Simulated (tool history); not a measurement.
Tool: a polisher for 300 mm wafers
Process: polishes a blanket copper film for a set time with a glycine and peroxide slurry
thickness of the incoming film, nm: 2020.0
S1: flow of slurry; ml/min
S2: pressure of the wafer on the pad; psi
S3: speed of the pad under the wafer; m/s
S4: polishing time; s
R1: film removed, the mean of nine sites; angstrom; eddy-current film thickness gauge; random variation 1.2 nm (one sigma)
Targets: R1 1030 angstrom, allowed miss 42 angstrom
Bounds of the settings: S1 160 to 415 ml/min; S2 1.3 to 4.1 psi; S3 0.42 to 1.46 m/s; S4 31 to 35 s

run	hour	S1	S2	S3	S4	R1
1	0	265	2.7	0.94	35	1666
2	8.6	215	2.7	0.94	35	1618.7
3	15.8	215	2.5	0.94	35	1539.1
4	18.9	215	2.4	0.92	35	1442.4
5	23.4	215	2.1	0.92	35	1286.1
6	28.2	215	2.4	0.92	35	1459.6
7	30.1	215	2.3	0.92	35	1416.2
8	33.9	215	2.2	0.92	35	1339.2

Which of these 4 next moves meets every target?
A	37.7	165	1.8	0.72	34	?
B	37.7	210	1.7	0.82	31	?
C	37.7	160	1.8	1	31	?
D	37.7	225	2	0.94	31	?

move	R1
A	925.74
B	925.1
C	1062.7
D	1162.7
A: takes the result that was furthest off past its target
B: takes the result that was furthest off past its target
C: meets every target
D: nearer than the last run, and not there yet
Answer: C

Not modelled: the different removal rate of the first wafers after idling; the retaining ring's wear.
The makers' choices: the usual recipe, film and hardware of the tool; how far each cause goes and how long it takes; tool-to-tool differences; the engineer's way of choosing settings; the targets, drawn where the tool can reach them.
